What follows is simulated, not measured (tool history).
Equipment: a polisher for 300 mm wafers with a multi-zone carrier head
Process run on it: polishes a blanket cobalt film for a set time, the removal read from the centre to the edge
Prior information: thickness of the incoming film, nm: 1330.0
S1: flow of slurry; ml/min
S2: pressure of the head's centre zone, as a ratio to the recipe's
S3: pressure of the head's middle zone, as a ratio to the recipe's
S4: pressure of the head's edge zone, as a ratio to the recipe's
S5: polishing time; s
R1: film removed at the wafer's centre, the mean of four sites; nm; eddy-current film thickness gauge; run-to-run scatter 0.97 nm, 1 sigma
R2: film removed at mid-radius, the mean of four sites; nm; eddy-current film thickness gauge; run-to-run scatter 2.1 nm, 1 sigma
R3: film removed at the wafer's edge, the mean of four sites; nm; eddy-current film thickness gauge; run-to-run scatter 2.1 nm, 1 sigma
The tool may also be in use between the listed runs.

Run 1, day 0: S1 290 ml/min, S2 1, S3 1, S4 1, S5 46 s. Result: R1 210.64 nm, R2 201.44 nm, R3 205.02 nm.
Run 2, day 0.025: S1 290 ml/min, S2 1, S3 0.92, S4 1, S5 46 s. Result: R1 207.89 nm, R2 189.5 nm, R3 199.08 nm.
Run 3, day 0.112: S1 290 ml/min, S2 0.97, S3 0.92, S4 1, S5 46 s. Result: R1 202.22 nm, R2 190.29 nm, R3 198.8 nm.
Run 4, day 0.338: S1 280 ml/min, S2 0.94, S3 0.88, S4 0.99, S5 44 s. Result: R1 187.8 nm, R2 169.8 nm, R3 194.9 nm.
Run 5, day 0.425: S1 310 ml/min, S2 0.93, S3 0.9, S4 0.96, S5 41 s. Result: R1 173.78 nm, R2 165.92 nm, R3 179.69 nm.
Run 6, day 0.579: S1 310 ml/min, S2 0.93, S3 0.9, S4 0.9, S5 41 s. Result: R1 173.82 nm, R2 168.51 nm, R3 175.65 nm.
Run 7, day 0.838: S1 305 ml/min, S2 0.92, S3 0.89, S4 0.88, S5 40 s. Result: R1 167.07 nm, R2 158.66 nm, R3 162.01 nm.

Expected results for the next run?
Run 8, day 1.088: S1 300 ml/min, S2 0.91, S3 0.89, S4 0.89, S5 40 s. Result: R1 ?, R2 ?, R3 ?.

{"run 8": {"R1": 165.89, "R2": 161.3, "R3": 166.67}}
